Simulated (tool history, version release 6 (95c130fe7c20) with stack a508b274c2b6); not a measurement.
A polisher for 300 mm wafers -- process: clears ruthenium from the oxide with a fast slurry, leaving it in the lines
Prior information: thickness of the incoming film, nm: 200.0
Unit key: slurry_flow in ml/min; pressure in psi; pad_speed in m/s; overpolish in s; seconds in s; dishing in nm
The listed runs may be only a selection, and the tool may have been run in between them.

run,day,slurry_flow,pressure,pad_speed,slurry_solids,overpolish,seconds,dishing
1,0,195,1.9,0.9,1,8,67.251,19.46
2,0.208,190,1.8,0.9,1,8,71.873,18.166
3,0.538,155,1.8,0.9,1,8,73.013,18.031
4,0.875,155,1.7,0.9,1,8,76.096,17.369
5,1.229,155,1.7,0.9,1.1,8,73.312,18.042
6,1.275,190,1.7,0.9,1.1,8,71.708,18.4
7,1.612,190,1.6,0.9,1.1,8,74.974,18.286

For run 8, what comes out?
8,1.725,185,1.5,0.9,1.1,8,?,?

seconds: 79.415 s
dishing: 16.774 nm
